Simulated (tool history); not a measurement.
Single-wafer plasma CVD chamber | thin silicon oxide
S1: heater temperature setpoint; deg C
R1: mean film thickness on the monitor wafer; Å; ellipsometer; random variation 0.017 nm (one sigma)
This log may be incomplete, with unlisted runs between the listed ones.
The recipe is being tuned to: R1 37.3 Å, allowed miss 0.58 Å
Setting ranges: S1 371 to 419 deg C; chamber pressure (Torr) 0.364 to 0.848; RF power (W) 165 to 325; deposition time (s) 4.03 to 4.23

Run 1, hour 0: S1 395 deg C, chamber pressure (Torr) 0.606, RF power (W) 245, deposition time (s) 4.23. Result: R1 47.722 Å.
Run 2, hour 3.7: S1 395 deg C, chamber pressure (Torr) 0.497, RF power (W) 245, deposition time (s) 4.23. Result: R1 39.346 Å.
Run 3, hour 11: S1 395 deg C, chamber pressure (Torr) 0.497, RF power (W) 275, deposition time (s) 4.23. Result: R1 40.547 Å.
Run 4, hour 19.6: S1 395 deg C, chamber pressure (Torr) 0.485, RF power (W) 275, deposition time (s) 4.23. Result: R1 39.888 Å.
Run 5, hour 24.3: S1 395 deg C, chamber pressure (Torr) 0.475, RF power (W) 275, deposition time (s) 4.23. Result: R1 38.902 Å.
Run 6, hour 25.2: S1 395 deg C, chamber pressure (Torr) 0.469, RF power (W) 275, deposition time (s) 4.23. Result: R1 38.374 Å.
Run 7, hour 30.8: S1 395 deg C, chamber pressure (Torr) 0.465, RF power (W) 275, deposition time (s) 4.23. Result: R1 38.121 Å.
At hour 34.4: thermocouple changed; heater temperature recalibrated.
Run 8, hour 34.4: S1 395 deg C, chamber pressure (Torr) 0.462, RF power (W) 275, deposition time (s) 4.23. Result: R1 38.393 Å.

Which single option among these 4 for the next run brings every result within its allowed miss of target? Just one does.
Run A, hour 38: S1 391 deg C, chamber pressure (Torr) 0.47, RF power (W) 245, deposition time (s) 4.23. Result: R1 ?.
Run B, hour 38: S1 395 deg C, chamber pressure (Torr) 0.484, RF power (W) 255, deposition time (s) 4.23. Result: R1 ?.
Run C, hour 38: S1 402 deg C, chamber pressure (Torr) 0.5, RF power (W) 270, deposition time (s) 4.03. Result: R1 ?.
Run D, hour 38: S1 393 deg C, chamber pressure (Torr) 0.507, RF power (W) 240, deposition time (s) 4.11. Result: R1 ?.

move      R1
   A  37.386
   B   38.93
   C  38.888
   D   38.77
A: meets every target
B: the biggest miss grows against the last run
C: the biggest miss grows against the last run
D: the biggest miss grows against the last run
The move that meets every target is A.
